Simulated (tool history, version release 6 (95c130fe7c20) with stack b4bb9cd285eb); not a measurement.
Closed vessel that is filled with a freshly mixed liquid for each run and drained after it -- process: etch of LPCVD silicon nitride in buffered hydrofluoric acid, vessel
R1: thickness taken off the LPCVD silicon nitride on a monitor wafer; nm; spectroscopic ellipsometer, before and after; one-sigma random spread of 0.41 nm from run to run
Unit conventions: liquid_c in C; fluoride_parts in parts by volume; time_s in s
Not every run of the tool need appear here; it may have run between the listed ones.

run 1 hour=0 | liquid_c=24 fluoride_parts=8.5 time_s=3240 | R1=49.627
run 2 hour=3.7 | liquid_c=26 fluoride_parts=8.5 time_s=3240 | R1=55.957
run 3 hour=11.5 | liquid_c=26 fluoride_parts=7.5 time_s=3240 | R1=63.386
run 4 hour=14.8 | liquid_c=26 fluoride_parts=7.5 time_s=3240 | R1=63.282
run 5 hour=21.1 | liquid_c=26.5 fluoride_parts=7.5 time_s=3240 | R1=65.767
run 6 hour=23 | liquid_c=25 fluoride_parts=7.5 time_s=3240 | R1=60.429
run 7 hour=27 | liquid_c=26 fluoride_parts=7.5 time_s=3240 | R1=63.717
run 8 hour=28.8 | liquid_c=26.5 fluoride_parts=7.5 time_s=3240 | R1=64.739

Predict the results of run 9:
run 9 hour=33.4 | liquid_c=27 fluoride_parts=7.5 time_s=3240 | R1=?

Run 9 produced R1 67.973 nm.

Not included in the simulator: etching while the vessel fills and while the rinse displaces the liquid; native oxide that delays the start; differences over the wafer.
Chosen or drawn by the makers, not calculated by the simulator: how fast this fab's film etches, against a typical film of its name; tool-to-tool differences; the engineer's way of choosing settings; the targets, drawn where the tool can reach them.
